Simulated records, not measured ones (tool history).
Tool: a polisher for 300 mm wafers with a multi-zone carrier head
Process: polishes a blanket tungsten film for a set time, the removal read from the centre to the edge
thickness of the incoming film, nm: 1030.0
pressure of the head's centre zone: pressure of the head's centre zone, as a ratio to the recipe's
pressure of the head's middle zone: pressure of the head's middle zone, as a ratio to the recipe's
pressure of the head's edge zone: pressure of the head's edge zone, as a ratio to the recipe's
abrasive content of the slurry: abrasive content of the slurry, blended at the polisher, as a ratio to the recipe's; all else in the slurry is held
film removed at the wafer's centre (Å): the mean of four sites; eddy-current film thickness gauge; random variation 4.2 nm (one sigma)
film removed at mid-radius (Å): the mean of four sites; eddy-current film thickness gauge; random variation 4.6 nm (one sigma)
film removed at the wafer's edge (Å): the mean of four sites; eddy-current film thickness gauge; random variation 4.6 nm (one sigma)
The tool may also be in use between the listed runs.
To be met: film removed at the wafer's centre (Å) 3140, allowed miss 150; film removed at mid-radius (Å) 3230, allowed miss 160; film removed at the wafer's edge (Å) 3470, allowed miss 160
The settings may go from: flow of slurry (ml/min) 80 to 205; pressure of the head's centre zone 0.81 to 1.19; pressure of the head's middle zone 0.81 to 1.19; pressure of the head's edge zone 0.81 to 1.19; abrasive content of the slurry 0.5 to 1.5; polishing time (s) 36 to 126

run	hour	flow of slurry (ml/min)	pressure of the head's centre zone	pressure of the head's middle zone	pressure of the head's edge zone	abrasive content of the slurry	polishing time (s)	film removed at the wafer's centre (Å)	film removed at mid-radius (Å)	film removed at the wafer's edge (Å)
1	0	135	1	1	1	1	81	3946	3876.5	4018.4
2	5.9	130	0.99	0.99	0.99	0.95	81	3805.2	3958.4	3936.4
3	14.1	130	0.99	0.94	0.99	0.95	81	3745.9	3727.2	3871.7
4	21.7	125	0.98	0.92	0.99	0.95	81	3680.3	3598.8	3864.8
5	30.6	125	0.98	0.92	0.95	0.95	81	3769.3	3626.7	3782.2
6	34.6	125	0.98	1	0.95	0.95	81	3660.5	3865.9	3792.3
7	41.3	95	0.9	0.9	0.97	0.75	79	2953.9	2953.7	3215.1
8	47.3	95	0.9	0.9	0.97	0.75	79	2864.5	2908.4	3220.2
9	51.1	100	0.9	0.9	0.97	0.75	79	2981.2	2915	3309.3
10	56.9	100	0.9	0.91	0.97	0.75	79	2960.6	2906.8	3275.1
11	62.7	125	0.9	0.97	1	0.85	80	3356.1	3500.1	3627.1
12	65.7	120	0.9	0.97	1	0.85	80	3280.9	3469.1	3637.3

Which of these 4 next moves meets every target?
A	68.7	90	0.94	0.89	1.04	0.75	92	?	?	?
B	68.7	120	0.85	0.91	0.97	0.9	85	?	?	?
C	68.7	90	0.94	0.96	0.96	0.7	89	?	?	?
D	68.7	105	0.91	1.01	0.98	0.85	86	?	?	?

move	film removed at the wafer's centre (Å)	film removed at mid-radius (Å)	film removed at the wafer's edge (Å)
A	3362.3	3297.1	3819.9
B	3443.6	3616.6	3866
C	3170.1	3304.5	3460.2
D	3418	3761.9	3750
A: brings the result that was furthest off to its target, and leaves another outside
B: further off than the last run
C: meets every target
D: further off than the last run
Move C is the one to make.
